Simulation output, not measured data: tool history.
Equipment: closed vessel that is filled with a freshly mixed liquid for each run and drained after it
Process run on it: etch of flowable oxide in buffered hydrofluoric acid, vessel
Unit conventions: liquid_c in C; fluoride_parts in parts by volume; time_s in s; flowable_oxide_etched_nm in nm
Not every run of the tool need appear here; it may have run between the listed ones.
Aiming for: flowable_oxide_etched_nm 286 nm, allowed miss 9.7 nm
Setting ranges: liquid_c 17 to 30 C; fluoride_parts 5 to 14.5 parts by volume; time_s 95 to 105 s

{"run": 1, "hour": 0.0, "liquid_c": 22, "fluoride_parts": 9, "time_s": 95, "flowable_oxide_etched_nm": 507.96}
{"run": 2, "hour": 3.3, "liquid_c": 22, "fluoride_parts": 11, "time_s": 95, "flowable_oxide_etched_nm": 436.86}
{"run": 3, "hour": 7.7, "liquid_c": 21, "fluoride_parts": 11.5, "time_s": 95, "flowable_oxide_etched_nm": 395.3}
{"run": 4, "hour": 8.2, "liquid_c": 23, "fluoride_parts": 11.5, "time_s": 95, "flowable_oxide_etched_nm": 444.11}
{"run": 5, "hour": 16.5, "liquid_c": 25, "fluoride_parts": 11.5, "time_s": 95, "flowable_oxide_etched_nm": 494.17}
{"run": 6, "hour": 20.9, "liquid_c": 23.5, "fluoride_parts": 12, "time_s": 95, "flowable_oxide_etched_nm": 435.98}
{"run": 7, "hour": 28.3, "liquid_c": 22.5, "fluoride_parts": 12, "time_s": 95, "flowable_oxide_etched_nm": 419.77}
{"run": 8, "hour": 36.2, "liquid_c": 21.5, "fluoride_parts": 12.5, "time_s": 95, "flowable_oxide_etched_nm": 375.9}
{"run": 9, "hour": 37.6, "liquid_c": 21, "fluoride_parts": 12.5, "time_s": 95, "flowable_oxide_etched_nm": 358.6}
{"run": 10, "hour": 44.1, "liquid_c": 20.5, "fluoride_parts": 12.5, "time_s": 95, "flowable_oxide_etched_nm": 355.24}
{"run": 11, "hour": 49.7, "liquid_c": 20, "fluoride_parts": 12.5, "time_s": 95, "flowable_oxide_etched_nm": 337.79}
{"run": 12, "hour": 53.6, "liquid_c": 19.5, "fluoride_parts": 12.5, "time_s": 95, "flowable_oxide_etched_nm": 333.94}
{"run": 13, "hour": 60.8, "liquid_c": 19, "fluoride_parts": 12.5, "time_s": 95, "flowable_oxide_etched_nm": 320.49}

Consider the 5 candidate settings below. Which is the only one whose results all fall within their allowed miss of target?
{"run": "A", "hour": 68.0, "liquid_c": 17, "fluoride_parts": 12.5, "time_s": 95, "flowable_oxide_etched_nm": "?"}
{"run": "B", "hour": 68.0, "liquid_c": 20.5, "fluoride_parts": 13.5, "time_s": 100, "flowable_oxide_etched_nm": "?"}
{"run": "C", "hour": 68.0, "liquid_c": 21.5, "fluoride_parts": 14.5, "time_s": 100, "flowable_oxide_etched_nm": "?"}
{"run": "D", "hour": 68.0, "liquid_c": 19.5, "fluoride_parts": 13, "time_s": 105, "flowable_oxide_etched_nm": "?"}
{"run": "E", "hour": 68.0, "liquid_c": 20.5, "fluoride_parts": 11.5, "time_s": 95, "flowable_oxide_etched_nm": "?"}

move=A flowable_oxide_etched_nm=291.74
move=B flowable_oxide_etched_nm=347.1
move=C flowable_oxide_etched_nm=342.13
move=D flowable_oxide_etched_nm=357.56
move=E flowable_oxide_etched_nm=385.68
A: every result lands within tolerance
B: moves away from the targets compared with the last run
C: moves away from the targets compared with the last run
D: moves away from the targets compared with the last run
E: moves away from the targets compared with the last run
Move A is the one to make.

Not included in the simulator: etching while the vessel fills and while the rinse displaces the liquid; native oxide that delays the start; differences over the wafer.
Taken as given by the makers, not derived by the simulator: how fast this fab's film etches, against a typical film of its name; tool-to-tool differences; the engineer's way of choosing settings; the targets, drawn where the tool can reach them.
